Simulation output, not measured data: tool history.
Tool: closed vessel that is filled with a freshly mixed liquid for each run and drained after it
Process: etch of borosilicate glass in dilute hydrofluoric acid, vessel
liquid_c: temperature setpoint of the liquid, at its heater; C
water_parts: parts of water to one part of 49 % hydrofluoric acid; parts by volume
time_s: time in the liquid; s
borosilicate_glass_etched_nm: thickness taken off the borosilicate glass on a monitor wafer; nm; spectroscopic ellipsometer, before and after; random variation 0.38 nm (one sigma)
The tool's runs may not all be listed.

Run 1, day 0: liquid_c 21 C, water_parts 155 parts by volume, time_s 140 s. Result: borosilicate_glass_etched_nm 24.6 nm.
Run 2, day 0.333: liquid_c 24 C, water_parts 155 parts by volume, time_s 140 s. Result: borosilicate_glass_etched_nm 27.449 nm.
Run 3, day 0.379: liquid_c 25.5 C, water_parts 125 parts by volume, time_s 140 s. Result: borosilicate_glass_etched_nm 37.498 nm.
Run 4, day 0.425: liquid_c 25.5 C, water_parts 180 parts by volume, time_s 140 s. Result: borosilicate_glass_etched_nm 24.427 nm.
Run 5, day 0.717: liquid_c 26.5 C, water_parts 145 parts by volume, time_s 140 s. Result: borosilicate_glass_etched_nm 32.797 nm.
Run 6, day 0.946: liquid_c 26.5 C, water_parts 145 parts by volume, time_s 110 s. Result: borosilicate_glass_etched_nm 25.856 nm.
Run 7, day 1.133: liquid_c 27 C, water_parts 110 parts by volume, time_s 110 s. Result: borosilicate_glass_etched_nm 36.141 nm.
Run 8, day 1.3: liquid_c 27.5 C, water_parts 90 parts by volume, time_s 110 s. Result: borosilicate_glass_etched_nm 46.167 nm.
Run 9, day 1.367: liquid_c 27.5 C, water_parts 90 parts by volume, time_s 110 s. Result: borosilicate_glass_etched_nm 45.909 nm.
Run 10, day 1.683: liquid_c 27.5 C, water_parts 90 parts by volume, time_s 110 s. Result: borosilicate_glass_etched_nm 46.44 nm.

The next listed run, before its measurement:
Run 11, day 1.754: liquid_c 28 C, water_parts 80 parts by volume, time_s 110 s. Result: borosilicate_glass_etched_nm ?.

{"run 11": {"borosilicate_glass_etched_nm": 53.793}}

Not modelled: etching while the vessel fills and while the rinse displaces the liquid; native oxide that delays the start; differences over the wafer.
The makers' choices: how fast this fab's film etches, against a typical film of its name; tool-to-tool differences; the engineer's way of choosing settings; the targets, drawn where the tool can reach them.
